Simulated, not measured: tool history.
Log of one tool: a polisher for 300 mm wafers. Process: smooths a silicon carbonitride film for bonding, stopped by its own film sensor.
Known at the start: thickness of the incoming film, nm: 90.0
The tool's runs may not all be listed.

run,hour,flow of slurry (ml/min),pressure of the wafer on the pad (kPa),speed of the pad under the wafer (m/s),abrasive content of the slurry,target thickness at which the film sensor stops the polish (angstrom),time until the film sensor stopped the polish (s)
1,0,255,15.2,0.82,1,700,105.32
2,1.3,255,15.2,0.82,0.8,700,120.25
3,2.5,260,16.5,0.82,0.8,700,111.35
4,4.1,260,17.2,0.82,0.8,700,105.55
5,5.4,260,17.2,0.82,0.8,690,110.92
6,8,260,17.9,0.82,0.8,690,108.86
7,12,265,18.6,0.82,0.8,690,101.23

The next listed run, before its measurement:
8,14,275,18.6,0.82,0.8,690,?

Run 8 gave time until the film sensor stopped the polish (s) 102.45.
